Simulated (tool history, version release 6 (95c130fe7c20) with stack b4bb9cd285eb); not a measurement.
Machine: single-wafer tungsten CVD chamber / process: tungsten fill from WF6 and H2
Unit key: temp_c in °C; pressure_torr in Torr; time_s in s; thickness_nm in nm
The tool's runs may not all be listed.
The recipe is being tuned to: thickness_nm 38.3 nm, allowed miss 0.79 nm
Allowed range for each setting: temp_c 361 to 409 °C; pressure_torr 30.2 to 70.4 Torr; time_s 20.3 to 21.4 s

run	hour	temp_c	pressure_torr	time_s	thickness_nm
1	0	385	50.3	21.4	55.894
2	6.1	385	50.3	20.3	53.059
3	12.8	383	50.2	20.3	50.824
4	21.3	383	57.9	20.3	55.354
5	29.1	383	57.9	21.4	58.3
6	29.7	380	57.8	21.4	53.854
7	32.6	378	57.7	21.4	52.03
8	39.8	376	57.6	21.4	49.301
9	45.8	375	57.6	21.4	48.183
10	53.3	363	57	21.4	36.056
11	62.3	365	57	21.4	37.742

Consider the 5 candidate settings below. Which is the only one whose results all fall within their allowed miss of target?
A	71.3	366	56.6	20.6	?
B	71.3	361	63	21.4	?
C	71.3	364	61.8	21.4	?
D	71.3	367	53.1	20.3	?
E	71.3	364	58.8	21.3	?

move	thickness_nm
A	36.789
B	35.983
C	38.365
D	35.671
E	37.072
A: its largest miss is bigger than the last run's
B: its largest miss is bigger than the last run's
C: all results in spec
D: its largest miss is bigger than the last run's
E: its largest miss is bigger than the last run's
Go with C: it meets all targets.
